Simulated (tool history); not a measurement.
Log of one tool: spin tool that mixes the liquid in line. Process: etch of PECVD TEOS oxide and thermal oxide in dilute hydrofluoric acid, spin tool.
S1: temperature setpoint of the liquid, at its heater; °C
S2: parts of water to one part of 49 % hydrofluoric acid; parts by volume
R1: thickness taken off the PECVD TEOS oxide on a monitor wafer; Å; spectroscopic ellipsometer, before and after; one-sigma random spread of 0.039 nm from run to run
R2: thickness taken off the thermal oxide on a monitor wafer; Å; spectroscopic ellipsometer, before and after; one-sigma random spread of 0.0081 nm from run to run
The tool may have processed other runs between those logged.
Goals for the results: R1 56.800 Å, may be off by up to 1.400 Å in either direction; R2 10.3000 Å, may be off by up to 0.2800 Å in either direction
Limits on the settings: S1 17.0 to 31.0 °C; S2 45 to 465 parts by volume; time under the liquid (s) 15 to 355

run 1 day=0.000 | S1=23.0 S2=255 time_under_the_liquid_(s)=180 | R1=128.960 R2=23.4010
run 2 day=0.258 | S1=21.5 S2=285 time_under_the_liquid_(s)=180 | R1=106.550 R2=19.4630
run 3 day=0.558 | S1=20.5 S2=310 time_under_the_liquid_(s)=180 | R1=93.470 R2=16.6410
run 4 day=0.846 | S1=20.5 S2=310 time_under_the_liquid_(s)=125 | R1=64.153 R2=11.7330
run 5 day=0.992 | S1=22.5 S2=310 time_under_the_liquid_(s)=125 | R1=68.580 R2=12.6180
run 6 day=1.304 | S1=22.5 S2=245 time_under_the_liquid_(s)=125 | R1=93.988 R2=16.5980
run 7 day=1.375 | S1=21.5 S2=265 time_under_the_liquid_(s)=125 | R1=81.450 R2=14.6230
run 8 day=1.746 | S1=20.5 S2=275 time_under_the_liquid_(s)=125 | R1=73.940 R2=13.6240
run 9 day=1.817 | S1=20.0 S2=285 time_under_the_liquid_(s)=125 | R1=69.607 R2=12.7770
run 10 day=2.017 | S1=19.5 S2=290 time_under_the_liquid_(s)=125 | R1=67.104 R2=12.2960
-- day=2.092 thermometer replaced
run 11 day=2.092 | S1=19.0 S2=295 time_under_the_liquid_(s)=125 | R1=70.260 R2=12.5530
run 12 day=2.254 | S1=19.0 S2=305 time_under_the_liquid_(s)=125 | R1=67.279 R2=12.1910
run 13 day=2.542 | S1=18.5 S2=315 time_under_the_liquid_(s)=125 | R1=63.485 R2=11.5080

Exercise: of the 4 proposed moves below, exactly one satisfies all targets within the stated allowed misses. Which move is it?
run A day=2.829 | S1=17.0 S2=280 time_under_the_liquid_(s)=110 | R1=? R2=?
run B day=2.829 | S1=31.0 S2=410 time_under_the_liquid_(s)=130 | R1=? R2=?
run C day=2.829 | S1=19.0 S2=430 time_under_the_liquid_(s)=155 | R1=? R2=?
run D day=2.829 | S1=17.0 S2=340 time_under_the_liquid_(s)=130 | R1=? R2=?

move=A R1=61.454 R2=11.0370
move=B R1=70.601 R2=12.6800
move=C R1=53.636 R2=9.6329
move=D R1=56.909 R2=10.2210
A: moves toward the targets from the last run without getting all of them in spec
B: lands further from the targets than the last run did
C: moves the result that the last run missed by most past its target, out the other side
D: all results in spec
The right move is D.
